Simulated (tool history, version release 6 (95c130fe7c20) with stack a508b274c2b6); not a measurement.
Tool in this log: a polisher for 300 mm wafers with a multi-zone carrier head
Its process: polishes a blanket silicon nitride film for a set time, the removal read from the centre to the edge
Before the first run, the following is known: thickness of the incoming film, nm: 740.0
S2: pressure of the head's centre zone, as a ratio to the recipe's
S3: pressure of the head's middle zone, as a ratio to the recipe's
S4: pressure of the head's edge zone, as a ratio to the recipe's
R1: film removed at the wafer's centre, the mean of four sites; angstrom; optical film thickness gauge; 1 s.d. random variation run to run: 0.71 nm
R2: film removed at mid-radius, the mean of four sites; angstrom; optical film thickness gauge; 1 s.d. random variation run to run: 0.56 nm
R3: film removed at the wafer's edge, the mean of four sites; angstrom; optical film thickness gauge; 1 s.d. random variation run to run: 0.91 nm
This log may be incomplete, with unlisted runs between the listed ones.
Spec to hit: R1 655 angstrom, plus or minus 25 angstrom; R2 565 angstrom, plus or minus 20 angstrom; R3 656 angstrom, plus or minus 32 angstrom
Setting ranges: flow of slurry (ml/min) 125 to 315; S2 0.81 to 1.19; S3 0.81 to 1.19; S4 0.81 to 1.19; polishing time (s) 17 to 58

run 1 hour=0 | flow_of_slurry_(ml/min)=205 S2=1 S3=1 S4=1 polishing_time_(s)=37 | R1=454.64 R2=460.65 R3=471.7
run 2 hour=2.8 | flow_of_slurry_(ml/min)=205 S2=1.03 S3=1 S4=1 polishing_time_(s)=37 | R1=462.76 R2=452.8 R3=463.12
run 3 hour=9.2 | flow_of_slurry_(ml/min)=210 S2=1.05 S3=0.98 S4=1.04 polishing_time_(s)=40 | R1=496.99 R2=483.35 R3=509.09
run 4 hour=11.2 | flow_of_slurry_(ml/min)=210 S2=1.05 S3=0.98 S4=1.04 polishing_time_(s)=35 | R1=454.3 R2=427.73 R3=449.59
run 5 hour=19.1 | flow_of_slurry_(ml/min)=210 S2=1.05 S3=0.94 S4=1.04 polishing_time_(s)=35 | R1=450.73 R2=411.98 R3=444.72
run 6 hour=20.9 | flow_of_slurry_(ml/min)=215 S2=1.08 S3=0.93 S4=1.07 polishing_time_(s)=39 | R1=521.03 R2=448.46 R3=506.43
run 7 hour=23.9 | flow_of_slurry_(ml/min)=220 S2=1.09 S3=0.94 S4=1.1 polishing_time_(s)=41 | R1=558.54 R2=478.44 R3=538.51
run 8 hour=32.7 | flow_of_slurry_(ml/min)=225 S2=1.09 S3=0.94 S4=1.12 polishing_time_(s)=43 | R1=566.02 R2=506.32 R3=578.04
run 9 hour=39.5 | flow_of_slurry_(ml/min)=230 S2=1.11 S3=0.94 S4=1.14 polishing_time_(s)=44 | R1=609.49 R2=526.13 R3=593.16
run 10 hour=48 | flow_of_slurry_(ml/min)=235 S2=1.11 S3=0.94 S4=1.15 polishing_time_(s)=45 | R1=630.72 R2=535.53 R3=625.35
run 11 hour=50.6 | flow_of_slurry_(ml/min)=245 S2=1.11 S3=0.95 S4=1.16 polishing_time_(s)=45 | R1=615.55 R2=530.13 R3=616.49

Exactly one of the 5 candidate moves below puts every result within its allowed miss. Which one?
run A hour=53.2 | flow_of_slurry_(ml/min)=295 S2=1.04 S3=0.88 S4=1.19 polishing_time_(s)=42 | R1=? R2=? R3=?
run B hour=53.2 | flow_of_slurry_(ml/min)=260 S2=0.95 S3=0.91 S4=1.19 polishing_time_(s)=47 | R1=? R2=? R3=?
run C hour=53.2 | flow_of_slurry_(ml/min)=205 S2=1.11 S3=1.13 S4=1.09 polishing_time_(s)=45 | R1=? R2=? R3=?
run D hour=53.2 | flow_of_slurry_(ml/min)=255 S2=1.03 S3=0.9 S4=1.19 polishing_time_(s)=47 | R1=? R2=? R3=?
run E hour=53.2 | flow_of_slurry_(ml/min)=205 S2=1.12 S3=0.93 S4=1.15 polishing_time_(s)=49 | R1=? R2=? R3=?

move=A R1=565.09 R2=484.35 R3=588.6
move=B R1=568.58 R2=549.92 R3=651.57
move=C R1=615.43 R2=612.02 R3=584.4
move=D R1=615.23 R2=543.42 R3=650.52
move=E R1=675.26 R2=564.96 R3=653.07
A: its largest miss is bigger than the last run's
B: brings the result that was furthest off to its target, and leaves another outside
C: takes the result that was furthest off past its target
D: nearer than the last run, and not there yet
E: every result lands within tolerance
Answer: E
